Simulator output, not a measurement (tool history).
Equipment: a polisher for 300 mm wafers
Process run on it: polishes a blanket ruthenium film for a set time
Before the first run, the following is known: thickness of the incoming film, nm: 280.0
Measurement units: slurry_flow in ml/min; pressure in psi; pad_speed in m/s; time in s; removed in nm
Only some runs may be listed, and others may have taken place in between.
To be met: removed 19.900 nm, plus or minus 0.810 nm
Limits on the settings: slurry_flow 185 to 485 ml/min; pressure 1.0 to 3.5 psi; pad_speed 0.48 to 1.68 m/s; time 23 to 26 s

run	hour	slurry_flow	pressure	pad_speed	time	removed
1	0.0	310	2.2	1.08	26	27.117
2	3.8	270	2.2	1.08	26	26.803
3	9.9	270	2.2	1.08	26	26.673
4	15.0	270	2.1	1.08	26	25.955
# hour 20.9: worn pad replaced by a new one
5	20.9	270	2.0	1.08	26	25.989
6	22.6	270	1.8	1.06	26	24.461
7	23.8	270	1.7	1.04	26	23.012
8	31.9	270	1.6	1.04	26	22.559
9	40.1	270	1.5	1.04	26	21.418

Next run, 5 choices. One meets every target within its allowed miss, the rest don't. Which?
A	48.3	255	1.9	0.86	26	?
B	48.3	290	1.8	0.86	26	?
C	48.3	275	1.5	1.10	26	?
D	48.3	225	1.6	1.02	26	?
E	48.3	215	1.2	1.26	25	?

move	removed
A	22.201
B	21.701
C	22.275
D	21.586
E	19.799
A: the biggest miss grows against the last run
B: the biggest miss grows against the last run
C: the biggest miss grows against the last run
D: the biggest miss grows against the last run
E: all results in spec
Answer: E

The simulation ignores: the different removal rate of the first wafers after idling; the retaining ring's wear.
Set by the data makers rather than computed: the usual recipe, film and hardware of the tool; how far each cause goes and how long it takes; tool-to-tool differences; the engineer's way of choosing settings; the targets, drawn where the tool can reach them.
